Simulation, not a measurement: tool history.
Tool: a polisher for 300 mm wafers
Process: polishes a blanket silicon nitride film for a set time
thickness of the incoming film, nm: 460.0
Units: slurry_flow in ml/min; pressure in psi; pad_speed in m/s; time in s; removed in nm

run	hour	slurry_flow	pressure	pad_speed	time	removed
1	0.0	300	3.4	1.40	104	198.84
2	4.8	300	3.6	1.40	104	214.33
3	12.8	300	3.7	1.40	104	215.23
4	14.6	300	3.7	1.40	109	225.08
5	15.2	300	3.1	1.40	109	193.27
6	22.0	300	3.1	1.66	109	210.97
7	28.9	300	3.1	1.66	109	219.34

Run 8 comes next. What will it give?
8	35.4	300	3.2	1.66	109	?

removed: 227.85 nm

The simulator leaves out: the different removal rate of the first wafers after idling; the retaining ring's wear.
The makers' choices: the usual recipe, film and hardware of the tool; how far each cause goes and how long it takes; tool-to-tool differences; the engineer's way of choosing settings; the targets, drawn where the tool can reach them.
